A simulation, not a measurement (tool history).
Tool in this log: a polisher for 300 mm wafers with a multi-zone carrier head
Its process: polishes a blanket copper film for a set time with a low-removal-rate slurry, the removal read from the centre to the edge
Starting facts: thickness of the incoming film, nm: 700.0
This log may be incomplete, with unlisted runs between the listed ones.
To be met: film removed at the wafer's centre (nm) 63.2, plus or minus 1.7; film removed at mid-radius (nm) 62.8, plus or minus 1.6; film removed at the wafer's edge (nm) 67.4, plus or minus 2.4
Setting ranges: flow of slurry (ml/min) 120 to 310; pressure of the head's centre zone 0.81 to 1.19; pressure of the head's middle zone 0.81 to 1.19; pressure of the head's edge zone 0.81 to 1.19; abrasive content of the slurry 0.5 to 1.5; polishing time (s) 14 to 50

run	hour	flow of slurry (ml/min)	pressure of the head's centre zone	pressure of the head's middle zone	pressure of the head's edge zone	abrasive content of the slurry	polishing time (s)	film removed at the wafer's centre (nm)	film removed at mid-radius (nm)	film removed at the wafer's edge (nm)
1	0	200	1	1	1	1	32	50.595	49.585	49.944
2	2.1	200	1	1	1	0.8	32	47.611	45.922	47.661
3	10.3	235	1	1	1	0.8	32	48.657	46.976	47.582
4	11.7	235	1	1	1.06	0.8	32	48.557	47.16	48.945
# hour 16.6: worn pad replaced by a new one
5	16.6	235	1	1	1.06	0.8	25	42.233	40.88	42.829
6	19.8	235	1	1.08	1.06	0.8	25	41.55	44.222	42.653
7	21.7	205	1.01	1.06	1.1	1.05	29	51.901	52.942	53.035
8	22.2	180	1.01	1.05	1.13	1.2	30	54.371	56.011	57.299
9	30.6	185	1.01	1.04	1.15	1.3	30	56.197	56.699	58.824
10	36.1	165	1.02	1.04	1.16	1.35	31	58.206	58.334	60.641

Which one of the following 5 next-run settings gets every result inside its allowed miss? There is exactly one.
A	41.6	200	1.17	1.07	1.1	1.45	28	?	?	?
B	41.6	120	0.96	1.19	1.02	1.5	32	?	?	?
C	41.6	195	0.99	1.01	1.15	1.25	35	?	?	?
D	41.6	155	1.01	0.85	1.19	1.5	33	?	?	?
E	41.6	175	1.08	1	1.18	1.25	33	?	?	?

move	film removed at the wafer's centre (nm)	film removed at mid-radius (nm)	film removed at the wafer's edge (nm)
A	63.855	55.421	55.301
B	56.567	66.164	58.79
C	64.873	63.537	68.158
D	63.346	52.875	67.269
E	65.912	58.699	64.592
A: corrects the largest miss of the last run, while another result sits out of spec
B: its largest miss is bigger than the last run's
C: all results land within tolerance of their targets
D: corrects the largest miss of the last run, while another result sits out of spec
E: moves the result that the last run missed by most past its target, out the other side
C is the move that brings every result within its allowed miss.
